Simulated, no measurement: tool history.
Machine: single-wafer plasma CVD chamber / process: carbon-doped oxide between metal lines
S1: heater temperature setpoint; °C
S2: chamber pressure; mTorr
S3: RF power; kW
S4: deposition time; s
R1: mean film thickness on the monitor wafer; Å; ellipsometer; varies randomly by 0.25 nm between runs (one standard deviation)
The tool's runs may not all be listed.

run 1 hour=0 | S1=345 S2=6200 S3=0.485 S4=10.6 | R1=551.12
run 2 hour=7.8 | S1=345 S2=5770 S3=0.485 S4=10.6 | R1=545.69
run 3 hour=10.1 | S1=345 S2=6740 S3=0.485 S4=10.6 | R1=556.43
run 4 hour=12.8 | S1=345 S2=6180 S3=0.485 S4=10.6 | R1=552.25
run 5 hour=15.5 | S1=352 S2=6180 S3=0.485 S4=10.6 | R1=538.37
run 6 hour=17 | S1=353 S2=6100 S3=0.47 S4=10.6 | R1=530.96
run 7 hour=20 | S1=353 S2=6070 S3=0.455 S4=10.5 | R1=524.3

Run 8, settings as shown, results not yet in. Your forecast:
run 8 hour=24.7 | S1=353 S2=6040 S3=0.44 S4=10.4 | R1=?

For run 8 the tool returned R1 502.54 Å.
